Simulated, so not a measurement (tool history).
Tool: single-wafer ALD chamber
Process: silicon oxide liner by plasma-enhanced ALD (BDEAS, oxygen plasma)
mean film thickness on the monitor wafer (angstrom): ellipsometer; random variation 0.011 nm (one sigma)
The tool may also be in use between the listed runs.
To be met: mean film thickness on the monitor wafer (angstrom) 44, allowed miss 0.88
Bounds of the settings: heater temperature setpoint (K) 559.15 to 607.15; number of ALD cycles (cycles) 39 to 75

run	hour	heater temperature setpoint (K)	number of ALD cycles (cycles)	mean film thickness on the monitor wafer (angstrom)
1	0	583.15	57	51.414
2	6	583.15	55	49.539
3	7.8	583.15	50	45.156
4	12.9	583.15	57	51.458
5	16.6	583.15	51	46.153
6	21.9	583.15	56	50.365
7	28.2	583.15	54	48.766
8	29.3	583.15	52	46.929
9	37.2	583.15	51	46.046
10	39.4	583.15	50	45.239

4 next moves are on the table. One of them brings every result within its allowed miss. Which?
A	41.6	579.15	48	?
B	41.6	584.15	46	?
C	41.6	588.15	46	?
D	41.6	581.15	51	?

move	mean film thickness on the monitor wafer (angstrom)
A	43.595
B	41.443
C	41.175
D	46.171
A: meets every target
B: takes the result that was furthest off past its target
C: takes the result that was furthest off past its target
D: further off than the last run
The right move is A.

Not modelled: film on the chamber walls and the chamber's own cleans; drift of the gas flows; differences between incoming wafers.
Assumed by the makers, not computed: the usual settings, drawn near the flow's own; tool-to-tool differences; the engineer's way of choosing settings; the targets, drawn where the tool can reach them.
